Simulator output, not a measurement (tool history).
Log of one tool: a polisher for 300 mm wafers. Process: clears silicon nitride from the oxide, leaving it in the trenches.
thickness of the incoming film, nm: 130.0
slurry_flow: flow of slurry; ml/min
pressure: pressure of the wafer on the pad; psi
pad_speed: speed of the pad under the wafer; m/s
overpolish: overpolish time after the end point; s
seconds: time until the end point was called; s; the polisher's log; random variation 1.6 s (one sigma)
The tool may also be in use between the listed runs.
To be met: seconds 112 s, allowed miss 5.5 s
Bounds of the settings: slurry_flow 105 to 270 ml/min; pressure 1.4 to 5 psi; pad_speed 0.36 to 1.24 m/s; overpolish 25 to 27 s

Run 1, hour 0: slurry_flow 175 ml/min, pressure 3.2 psi, pad_speed 0.8 m/s, overpolish 25 s. Result: seconds 135.53 s.
Run 2, hour 6.6: slurry_flow 175 ml/min, pressure 3.3 psi, pad_speed 0.8 m/s, overpolish 25 s. Result: seconds 133.91 s.
Run 3, hour 8.5: slurry_flow 175 ml/min, pressure 3.4 psi, pad_speed 0.8 m/s, overpolish 25 s. Result: seconds 131.77 s.
Run 4, hour 16.2: slurry_flow 175 ml/min, pressure 3.5 psi, pad_speed 0.8 m/s, overpolish 25 s. Result: seconds 126.2 s.
Run 5, hour 19.3: slurry_flow 175 ml/min, pressure 3.2 psi, pad_speed 0.8 m/s, overpolish 25 s. Result: seconds 140.33 s.
Run 6, hour 27.7: slurry_flow 135 ml/min, pressure 3.2 psi, pad_speed 0.8 m/s, overpolish 25 s. Result: seconds 144.44 s.
Run 7, hour 29: slurry_flow 135 ml/min, pressure 3.3 psi, pad_speed 0.8 m/s, overpolish 25 s. Result: seconds 138.32 s.
Run 8, hour 30.7: slurry_flow 135 ml/min, pressure 3.4 psi, pad_speed 0.8 m/s, overpolish 25 s. Result: seconds 137.44 s.
Run 9, hour 39.3: slurry_flow 140 ml/min, pressure 3.5 psi, pad_speed 0.8 m/s, overpolish 25 s. Result: seconds 131.04 s.
Run 10, hour 44: slurry_flow 140 ml/min, pressure 3.6 psi, pad_speed 0.8 m/s, overpolish 25 s. Result: seconds 128.7 s.
Run 11, hour 46.8: slurry_flow 140 ml/min, pressure 3.7 psi, pad_speed 0.8 m/s, overpolish 25 s. Result: seconds 125.89 s.

Which of these 4 next moves meets every target?
Run A, hour 49.6: slurry_flow 120 ml/min, pressure 3.6 psi, pad_speed 0.82 m/s, overpolish 25 s. Result: seconds ?.
Run B, hour 49.6: slurry_flow 120 ml/min, pressure 2.8 psi, pad_speed 1.06 m/s, overpolish 25 s. Result: seconds ?.
Run C, hour 49.6: slurry_flow 150 ml/min, pressure 3.8 psi, pad_speed 0.84 m/s, overpolish 25 s. Result: seconds ?.
Run D, hour 49.6: slurry_flow 245 ml/min, pressure 2.7 psi, pad_speed 0.86 m/s, overpolish 27 s. Result: seconds ?.

move  seconds
   A   127.14
   B   126.34
   C   112.07
   D   141.66
A: further off than the last run
B: as far off as the last run
C: meets every target
D: further off than the last run
The right move is C.

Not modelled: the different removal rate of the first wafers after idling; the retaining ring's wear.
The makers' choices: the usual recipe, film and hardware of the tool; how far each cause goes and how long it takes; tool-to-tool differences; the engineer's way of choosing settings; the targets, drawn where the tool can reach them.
